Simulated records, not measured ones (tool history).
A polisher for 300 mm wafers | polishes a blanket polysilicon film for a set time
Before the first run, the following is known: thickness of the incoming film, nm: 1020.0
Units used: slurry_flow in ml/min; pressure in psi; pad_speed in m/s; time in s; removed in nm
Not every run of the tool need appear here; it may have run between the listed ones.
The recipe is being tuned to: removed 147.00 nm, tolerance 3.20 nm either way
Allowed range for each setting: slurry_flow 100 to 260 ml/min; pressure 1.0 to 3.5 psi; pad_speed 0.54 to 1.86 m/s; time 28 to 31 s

Run 1, day 0.000: slurry_flow 165 ml/min, pressure 2.2 psi, pad_speed 1.18 m/s, time 31 s. Result: removed 219.96 nm.
Run 2, day 0.238: slurry_flow 165 ml/min, pressure 2.2 psi, pad_speed 1.18 m/s, time 31 s. Result: removed 220.67 nm.
Run 3, day 0.525: slurry_flow 155 ml/min, pressure 2.0 psi, pad_speed 1.18 m/s, time 31 s. Result: removed 201.81 nm.
Run 4, day 0.688: slurry_flow 155 ml/min, pressure 2.0 psi, pad_speed 1.18 m/s, time 31 s. Result: removed 201.53 nm.
Run 5, day 0.733: slurry_flow 175 ml/min, pressure 2.0 psi, pad_speed 1.18 m/s, time 31 s. Result: removed 205.45 nm.
Run 6, day 0.904: slurry_flow 135 ml/min, pressure 2.0 psi, pad_speed 1.18 m/s, time 31 s. Result: removed 198.86 nm.
Run 7, day 0.938: slurry_flow 135 ml/min, pressure 1.9 psi, pad_speed 1.18 m/s, time 31 s. Result: removed 186.70 nm.
Run 8, day 0.975: slurry_flow 130 ml/min, pressure 1.8 psi, pad_speed 1.18 m/s, time 31 s. Result: removed 178.31 nm.
Run 9, day 1.300: slurry_flow 115 ml/min, pressure 1.3 psi, pad_speed 1.18 m/s, time 31 s. Result: removed 134.45 nm.
Run 10, day 1.571: slurry_flow 125 ml/min, pressure 1.3 psi, pad_speed 1.18 m/s, time 31 s. Result: removed 137.01 nm.
Run 11, day 1.725: slurry_flow 135 ml/min, pressure 1.3 psi, pad_speed 1.18 m/s, time 31 s. Result: removed 138.64 nm.
Run 12, day 1.938: slurry_flow 140 ml/min, pressure 1.3 psi, pad_speed 1.18 m/s, time 31 s. Result: removed 137.72 nm.
Run 13, day 1.979: slurry_flow 145 ml/min, pressure 1.3 psi, pad_speed 1.18 m/s, time 31 s. Result: removed 139.42 nm.
Run 14, day 2.283: slurry_flow 150 ml/min, pressure 1.3 psi, pad_speed 1.18 m/s, time 31 s. Result: removed 140.88 nm.
Run 15, day 2.425: slurry_flow 155 ml/min, pressure 1.3 psi, pad_speed 1.18 m/s, time 31 s. Result: removed 141.25 nm.
Run 16, day 2.462: slurry_flow 160 ml/min, pressure 1.3 psi, pad_speed 1.18 m/s, time 31 s. Result: removed 142.72 nm.
Run 17, day 2.725: slurry_flow 165 ml/min, pressure 1.3 psi, pad_speed 1.18 m/s, time 31 s. Result: removed 142.98 nm.
Run 18, day 3.083: slurry_flow 170 ml/min, pressure 1.3 psi, pad_speed 1.18 m/s, time 31 s. Result: removed 142.94 nm.

5 next moves are on the table. One of them brings every result within its allowed miss. Which?
Run A, day 3.442: slurry_flow 170 ml/min, pressure 1.4 psi, pad_speed 1.10 m/s, time 31 s. Result: removed ?.
Run B, day 3.442: slurry_flow 165 ml/min, pressure 1.3 psi, pad_speed 1.26 m/s, time 28 s. Result: removed ?.
Run C, day 3.442: slurry_flow 185 ml/min, pressure 1.3 psi, pad_speed 1.18 m/s, time 30 s. Result: removed ?.
Run D, day 3.442: slurry_flow 145 ml/min, pressure 1.4 psi, pad_speed 1.16 m/s, time 31 s. Result: removed ?.
Run E, day 3.442: slurry_flow 195 ml/min, pressure 1.5 psi, pad_speed 0.96 m/s, time 31 s. Result: removed ?.

move  removed
   A   141.61
   B   136.92
   C   140.04
   D   145.41
   E   133.99
A: its largest miss is bigger than the last run's
B: its largest miss is bigger than the last run's
C: its largest miss is bigger than the last run's
D: each result inside its tolerance
E: its largest miss is bigger than the last run's
Go with D: it meets all targets.
